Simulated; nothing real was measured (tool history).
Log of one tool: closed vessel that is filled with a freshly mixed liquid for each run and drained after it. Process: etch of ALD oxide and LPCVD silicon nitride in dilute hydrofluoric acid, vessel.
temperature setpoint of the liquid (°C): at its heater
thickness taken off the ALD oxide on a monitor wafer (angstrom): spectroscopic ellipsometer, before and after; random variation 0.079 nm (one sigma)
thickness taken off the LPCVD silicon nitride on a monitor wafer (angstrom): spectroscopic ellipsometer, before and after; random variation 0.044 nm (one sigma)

| run | hour | temperature setpoint of the liquid (°C) | parts of water to one part of 49 % hydrofluoric acid (parts by volume) | time in the liquid (s) | thickness taken off the ALD oxide on a monitor wafer (angstrom) | thickness taken off the LPCVD silicon nitride on a monitor wafer (angstrom) |
|---|---|---|---|---|---|---|
| 1 | 0 | 24 | 140 | 230 | 180.07 | 8.1195 |
| 2 | 4.9 | 24 | 180 | 230 | 133.46 | 6.804 |
| 3 | 11.6 | 27.5 | 180 | 230 | 152.06 | 7.6996 |
| 4 | 15 | 28 | 175 | 230 | 159.95 | 8.026 |
| 5 | 19.9 | 28 | 175 | 175 | 121.72 | 6.134 |
| 6 | 24.1 | 28 | 220 | 175 | 91.179 | 5.3367 |

Forecast run 7:
| 7 | 28.9 | 28.5 | 205 | 175 | ? | ? |

Run 7 gave thickness taken off the ALD oxide on a monitor wafer (angstrom) 101.58, thickness taken off the LPCVD silicon nitride on a monitor wafer (angstrom) 5.7693.
